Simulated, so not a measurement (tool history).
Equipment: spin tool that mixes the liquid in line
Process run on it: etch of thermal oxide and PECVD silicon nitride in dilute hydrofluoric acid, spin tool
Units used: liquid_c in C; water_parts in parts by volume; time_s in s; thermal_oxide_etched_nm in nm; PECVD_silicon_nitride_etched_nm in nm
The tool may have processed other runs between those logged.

run,day,liquid_c,water_parts,time_s,thermal_oxide_etched_nm,PECVD_silicon_nitride_etched_nm
1,0.000,24.0,75,75,4.0813,5.1626
2,0.238,24.0,75,95,5.1844,6.5667
3,0.517,27.5,75,95,5.9226,8.3185
4,0.708,26.0,70,95,6.0426,7.9605
5,0.879,25.0,65,95,6.3010,8.0635
# day 1.133: hydrofluoric acid flow meter replaced
6,1.133,25.0,85,95,5.1122,6.6985
7,1.438,24.0,80,95,5.2157,6.6568
8,1.646,23.0,75,95,5.3960,6.6553
9,1.704,22.0,70,95,5.5823,6.6333
10,1.858,21.5,65,95,5.9089,6.8746

Run 11, settings as shown, results not yet in. Your forecast:
11,2.092,21.5,65,95,?,?

Run 11 came out at thermal_oxide_etched_nm 5.9550 nm, PECVD_silicon_nitride_etched_nm 6.8582 nm.
